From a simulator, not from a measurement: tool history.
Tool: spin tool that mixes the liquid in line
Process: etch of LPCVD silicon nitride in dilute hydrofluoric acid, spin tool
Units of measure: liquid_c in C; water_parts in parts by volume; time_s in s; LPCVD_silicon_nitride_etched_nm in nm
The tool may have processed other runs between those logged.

run    day  liquid_c  water_parts  time_s  LPCVD_silicon_nitride_etched_nm
  1      0        26           65     325                           2.9238
  2  0.146      26.5           65     325                           2.9213
  3  0.392      23.5           65     325                           2.5475
  4  0.425        24           60     325                           2.7552
  5  0.612        24           70     325                            2.388
  6  0.783      24.5           65     325                           2.7293
  7  1.062        25           65     325                           2.7429

What will run 8 give?
  8  1.175      25.5           65     325                                ?

LPCVD_silicon_nitride_etched_nm: 2.7906 nm
